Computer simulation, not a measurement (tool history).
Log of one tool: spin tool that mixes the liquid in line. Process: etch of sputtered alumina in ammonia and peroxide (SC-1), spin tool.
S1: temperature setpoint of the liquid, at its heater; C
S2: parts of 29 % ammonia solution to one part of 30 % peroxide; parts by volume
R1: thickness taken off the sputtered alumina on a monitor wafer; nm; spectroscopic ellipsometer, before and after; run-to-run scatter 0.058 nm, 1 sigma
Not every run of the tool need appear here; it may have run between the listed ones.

{"run": 1, "day": 0.0, "S1": 56, "S2": 0.8, "time under the liquid (s)": 265, "R1": 16.274}
{"run": 2, "day": 0.133, "S1": 56, "S2": 0.8, "time under the liquid (s)": 285, "R1": 17.542}
{"run": 3, "day": 0.454, "S1": 53, "S2": 0.8, "time under the liquid (s)": 285, "R1": 15.126}
{"run": 4, "day": 0.596, "S1": 53, "S2": 1.1, "time under the liquid (s)": 285, "R1": 15.64}
{"run": 5, "day": 0.879, "S1": 53, "S2": 1.2, "time under the liquid (s)": 285, "R1": 15.726}
{"run": 6, "day": 1.229, "S1": 53, "S2": 1.2, "time under the liquid (s)": 265, "R1": 14.61}
{"run": 7, "day": 1.304, "S1": 51, "S2": 1.2, "time under the liquid (s)": 265, "R1": 13.016}
{"run": 8, "day": 1.342, "S1": 49.5, "S2": 1.2, "time under the liquid (s)": 265, "R1": 12.084}
{"run": 9, "day": 1.496, "S1": 42.5, "S2": 1.2, "time under the liquid (s)": 265, "R1": 8.1695}
{"run": 10, "day": 1.692, "S1": 43, "S2": 1.2, "time under the liquid (s)": 265, "R1": 8.2952}

What will run 11 give?
{"run": 11, "day": 2.046, "S1": 43.5, "S2": 1.2, "time under the liquid (s)": 265, "R1": "?"}

R1: 8.5404 nm
